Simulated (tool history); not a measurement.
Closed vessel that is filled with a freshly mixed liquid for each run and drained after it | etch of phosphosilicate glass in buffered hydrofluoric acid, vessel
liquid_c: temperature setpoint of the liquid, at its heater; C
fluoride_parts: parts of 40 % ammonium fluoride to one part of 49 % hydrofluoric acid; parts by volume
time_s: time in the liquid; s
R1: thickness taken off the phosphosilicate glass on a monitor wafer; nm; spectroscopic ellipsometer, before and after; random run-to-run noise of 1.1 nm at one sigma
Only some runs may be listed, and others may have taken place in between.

{"run": 1, "hour": 0.0, "liquid_c": 24.0, "fluoride_parts": 21.5, "time_s": 90, "R1": 174.12}
{"run": 2, "hour": 6.0, "liquid_c": 25.0, "fluoride_parts": 21.5, "time_s": 90, "R1": 183.01}
{"run": 3, "hour": 13.1, "liquid_c": 23.0, "fluoride_parts": 21.5, "time_s": 90, "R1": 166.11}
{"run": 4, "hour": 17.0, "liquid_c": 25.5, "fluoride_parts": 21.5, "time_s": 90, "R1": 189.52}
{"run": 5, "hour": 21.1, "liquid_c": 22.0, "fluoride_parts": 21.5, "time_s": 90, "R1": 156.37}
{"run": 6, "hour": 27.1, "liquid_c": 22.0, "fluoride_parts": 21.5, "time_s": 100, "R1": 173.85}
{"run": 7, "hour": 32.4, "liquid_c": 23.0, "fluoride_parts": 21.5, "time_s": 100, "R1": 184.18}
{"run": 8, "hour": 41.4, "liquid_c": 24.0, "fluoride_parts": 21.5, "time_s": 100, "R1": 193.14}

Expected results for the next run?
{"run": 9, "hour": 42.4, "liquid_c": 26.5, "fluoride_parts": 21.5, "time_s": 100, "R1": "?"}

Run 9 measured R1 223.32 nm.

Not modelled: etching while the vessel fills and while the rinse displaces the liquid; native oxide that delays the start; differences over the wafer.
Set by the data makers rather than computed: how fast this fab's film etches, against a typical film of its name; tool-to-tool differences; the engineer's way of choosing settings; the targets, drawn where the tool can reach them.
